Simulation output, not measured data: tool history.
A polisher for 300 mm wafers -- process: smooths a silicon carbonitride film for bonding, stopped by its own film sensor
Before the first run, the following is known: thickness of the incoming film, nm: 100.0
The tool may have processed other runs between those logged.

| run | day | flow of slurry (ml/min) | pressure of the wafer on the pad (kPa) | speed of the pad under the wafer (m/s) | abrasive content of the slurry | target thickness at which the film sensor stops the polish (Å) | time until the film sensor stopped the polish (s) |
|---|---|---|---|---|---|---|---|
| 1 | 0.000 | 265 | 16.5 | 1.10 | 1.0 | 810 | 54.795 |
| 2 | 0.246 | 265 | 16.5 | 1.10 | 1.0 | 810 | 53.654 |
| 3 | 0.479 | 265 | 15.9 | 1.10 | 1.0 | 810 | 54.844 |
| 4 | 0.688 | 265 | 15.9 | 1.22 | 1.0 | 810 | 51.211 |
| 5 | 0.862 | 265 | 15.9 | 1.38 | 1.0 | 810 | 45.504 |
| 6 | 1.029 | 265 | 14.5 | 1.38 | 1.0 | 810 | 48.989 |
| 7 | 1.338 | 265 | 13.8 | 1.38 | 1.0 | 810 | 49.921 |
| 8 | 1.667 | 265 | 13.1 | 1.38 | 1.0 | 810 | 52.661 |

The next listed run, before its measurement:
| 9 | 2.025 | 265 | 12.4 | 1.38 | 1.0 | 810 | ? |

{"run 9": {"time until the film sensor stopped the polish (s)": 52.521}}
